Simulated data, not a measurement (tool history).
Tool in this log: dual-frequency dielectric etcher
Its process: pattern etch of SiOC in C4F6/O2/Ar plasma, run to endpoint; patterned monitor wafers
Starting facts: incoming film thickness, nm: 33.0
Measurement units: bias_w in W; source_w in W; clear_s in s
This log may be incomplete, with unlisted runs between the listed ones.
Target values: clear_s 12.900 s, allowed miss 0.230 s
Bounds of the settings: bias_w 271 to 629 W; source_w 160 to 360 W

Run 1, hour 0.0: bias_w 450 W, source_w 260 W. Result: clear_s 12.555 s.
Run 2, hour 5.1: bias_w 501 W, source_w 260 W. Result: clear_s 11.917 s.
Run 3, hour 13.7: bias_w 501 W, source_w 290 W. Result: clear_s 11.526 s.
Run 4, hour 16.8: bias_w 501 W, source_w 330 W. Result: clear_s 11.096 s.
Run 5, hour 22.1: bias_w 443 W, source_w 330 W. Result: clear_s 11.628 s.
Run 6, hour 28.5: bias_w 407 W, source_w 330 W. Result: clear_s 11.956 s.
Run 7, hour 31.3: bias_w 380 W, source_w 330 W. Result: clear_s 12.227 s.
Run 8, hour 36.3: bias_w 361 W, source_w 330 W. Result: clear_s 12.542 s.
Run 9, hour 43.0: bias_w 352 W, source_w 330 W. Result: clear_s 12.608 s.

Next run, 5 choices. One meets every target within its allowed miss, the rest don't. Which?
Run A, hour 49.7: bias_w 329 W, source_w 330 W. Result: clear_s ?.
Run B, hour 49.7: bias_w 358 W, source_w 350 W. Result: clear_s ?.
Run C, hour 49.7: bias_w 379 W, source_w 320 W. Result: clear_s ?.
Run D, hour 49.7: bias_w 405 W, source_w 350 W. Result: clear_s ?.
Run E, hour 49.7: bias_w 415 W, source_w 290 W. Result: clear_s ?.

move  clear_s
   A   12.965
   B   12.328
   C   12.448
   D   11.787
   E   12.441
A: each result inside its tolerance
B: the biggest miss grows against the last run
C: the biggest miss grows against the last run
D: the biggest miss grows against the last run
E: the biggest miss grows against the last run
Answer: A
